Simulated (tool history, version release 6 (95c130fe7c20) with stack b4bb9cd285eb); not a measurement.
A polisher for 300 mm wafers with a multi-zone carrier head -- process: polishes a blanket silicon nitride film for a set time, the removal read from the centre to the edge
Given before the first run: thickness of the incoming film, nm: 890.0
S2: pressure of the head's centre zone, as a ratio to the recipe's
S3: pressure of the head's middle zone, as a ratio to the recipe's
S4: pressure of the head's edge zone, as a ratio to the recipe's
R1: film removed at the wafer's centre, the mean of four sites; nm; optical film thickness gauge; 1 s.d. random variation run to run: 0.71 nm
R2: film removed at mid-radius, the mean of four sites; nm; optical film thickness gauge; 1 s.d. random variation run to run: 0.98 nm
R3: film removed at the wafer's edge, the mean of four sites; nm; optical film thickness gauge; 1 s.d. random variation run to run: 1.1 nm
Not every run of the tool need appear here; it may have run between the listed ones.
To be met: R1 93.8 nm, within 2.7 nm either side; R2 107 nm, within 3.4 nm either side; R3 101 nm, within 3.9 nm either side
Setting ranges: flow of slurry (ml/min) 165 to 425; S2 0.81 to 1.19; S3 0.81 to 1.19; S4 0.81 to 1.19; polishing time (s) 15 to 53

run 1 hour=0 | flow_of_slurry_(ml/min)=275 S2=1 S3=1 S4=1 polishing_time_(s)=34 | R1=71.488 R2=71.305 R3=69.258
run 2 hour=2.5 | flow_of_slurry_(ml/min)=280 S2=0.99 S3=1.03 S4=1.04 polishing_time_(s)=37 | R1=76.444 R2=78.063 R3=76.448
run 3 hour=7.3 | flow_of_slurry_(ml/min)=280 S2=1.05 S3=1.03 S4=1.04 polishing_time_(s)=37 | R1=80.032 R2=76.76 R3=75.98
run 4 hour=14.5 | flow_of_slurry_(ml/min)=280 S2=1.05 S3=0.97 S4=1.04 polishing_time_(s)=37 | R1=80.721 R2=77.235 R3=76.654
run 5 hour=17.7 | flow_of_slurry_(ml/min)=280 S2=1.05 S3=0.97 S4=1.04 polishing_time_(s)=40 | R1=88.014 R2=81.311 R3=83.586
run 6 hour=19.4 | flow_of_slurry_(ml/min)=300 S2=1.01 S3=1.03 S4=1.05 polishing_time_(s)=42 | R1=89.884 R2=89.428 R3=87.001
run 7 hour=24.5 | flow_of_slurry_(ml/min)=300 S2=0.98 S3=1.05 S4=1.07 polishing_time_(s)=44 | R1=91.288 R2=94.969 R3=92.343
run 8 hour=33.5 | flow_of_slurry_(ml/min)=300 S2=0.97 S3=1.07 S4=1.08 polishing_time_(s)=45 | R1=92.866 R2=97.267 R3=94.649

Consider the 4 candidate settings below. Which is the only one whose results all fall within their allowed miss of target?
run A hour=42.5 | flow_of_slurry_(ml/min)=305 S2=0.94 S3=1.09 S4=1.03 polishing_time_(s)=49 | R1=? R2=? R3=?
run B hour=42.5 | flow_of_slurry_(ml/min)=255 S2=0.93 S3=1.16 S4=0.97 polishing_time_(s)=51 | R1=? R2=? R3=?
run C hour=42.5 | flow_of_slurry_(ml/min)=190 S2=0.89 S3=1.08 S4=0.98 polishing_time_(s)=51 | R1=? R2=? R3=?
run D hour=42.5 | flow_of_slurry_(ml/min)=265 S2=0.88 S3=1.16 S4=1.08 polishing_time_(s)=52 | R1=? R2=? R3=?

move=A R1=98.616 R2=107.25 R3=102.24
move=B R1=100.24 R2=114.21 R3=102.99
move=C R1=94.113 R2=106.72 R3=101.46
move=D R1=98.284 R2=116.83 R3=109.44
A: brings the last run's worst result on target, with another outside its allowed miss
B: carries the result that was furthest off beyond its target, to the other side
C: meets every target
D: carries the result that was furthest off beyond its target, to the other side
Answer: C
